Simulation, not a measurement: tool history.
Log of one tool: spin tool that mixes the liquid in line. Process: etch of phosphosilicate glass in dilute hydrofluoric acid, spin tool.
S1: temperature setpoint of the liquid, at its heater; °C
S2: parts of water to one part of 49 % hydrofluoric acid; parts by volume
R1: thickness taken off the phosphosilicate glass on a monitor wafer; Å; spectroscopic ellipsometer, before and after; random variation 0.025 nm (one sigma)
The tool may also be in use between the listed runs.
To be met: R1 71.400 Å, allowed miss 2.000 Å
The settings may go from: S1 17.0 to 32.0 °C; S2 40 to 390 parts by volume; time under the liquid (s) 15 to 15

{"run": 1, "hour": 0.0, "S1": 24.0, "S2": 215, "time under the liquid (s)": 15, "R1": 86.542}
{"run": 2, "hour": 8.1, "S1": 24.0, "S2": 215, "time under the liquid (s)": 15, "R1": 86.426}
{"run": 3, "hour": 9.9, "S1": 22.5, "S2": 215, "time under the liquid (s)": 15, "R1": 81.016}
{"run": 4, "hour": 11.5, "S1": 22.5, "S2": 185, "time under the liquid (s)": 15, "R1": 98.5}
{"run": 5, "hour": 12.5, "S1": 21.0, "S2": 190, "time under the liquid (s)": 15, "R1": 89.033}
{"run": 6, "hour": 13.2, "S1": 20.0, "S2": 195, "time under the liquid (s)": 15, "R1": 83.489}
{"run": 7, "hour": 20.8, "S1": 19.0, "S2": 200, "time under the liquid (s)": 15, "R1": 77.625}
{"run": 8, "hour": 22.9, "S1": 18.5, "S2": 200, "time under the liquid (s)": 15, "R1": 76.776}
{"run": 9, "hour": 24.3, "S1": 18.0, "S2": 200, "time under the liquid (s)": 15, "R1": 74.947}
{"run": 10, "hour": 31.3, "S1": 17.5, "S2": 200, "time under the liquid (s)": 15, "R1": 73.742}

5 next moves are on the table. One of them brings every result within its allowed miss. Which?
{"run": "A", "hour": 38.3, "S1": 17.5, "S2": 215, "time under the liquid (s)": 15, "R1": "?"}
{"run": "B", "hour": 38.3, "S1": 17.5, "S2": 195, "time under the liquid (s)": 15, "R1": "?"}
{"run": "C", "hour": 38.3, "S1": 17.0, "S2": 210, "time under the liquid (s)": 15, "R1": "?"}
{"run": "D", "hour": 38.3, "S1": 17.0, "S2": 215, "time under the liquid (s)": 15, "R1": "?"}
{"run": "E", "hour": 38.3, "S1": 17.0, "S2": 200, "time under the liquid (s)": 15, "R1": "?"}

move=A R1=67.586
move=B R1=75.903
move=C R1=68.150
move=D R1=66.265
move=E R1=72.212
A: takes the result that was furthest off past its target
B: further off than the last run
C: takes the result that was furthest off past its target
D: takes the result that was furthest off past its target
E: meets every target
Answer: E
